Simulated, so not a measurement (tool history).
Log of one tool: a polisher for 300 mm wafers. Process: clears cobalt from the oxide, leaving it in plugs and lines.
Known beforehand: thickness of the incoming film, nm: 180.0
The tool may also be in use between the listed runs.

run	hour	flow of slurry (ml/min)	pressure of the wafer on the pad (psi)	speed of the pad under the wafer (m/s)	overpolish time after the end point (s)	time until the end point was called (s)	dishing of a wide line in a test structure (nm)
1	0	270	1.5	0.76	24	59.825	17.957
2	3.8	265	1.6	0.76	21	57.025	17.967
3	10.9	265	1.6	0.68	21	63.88	17.063
4	12	295	1.7	0.68	18	61.948	16.81
5	17.2	320	1.8	0.7	16	54.185	16.943
6	24.3	275	1.8	0.7	16	57.633	16.823

What does the tool deliver on the next run?
7	31.9	300	1.9	0.7	14	?	?

time until the end point was called (s): 54.052
dishing of a wide line in a test structure (nm): 16.297
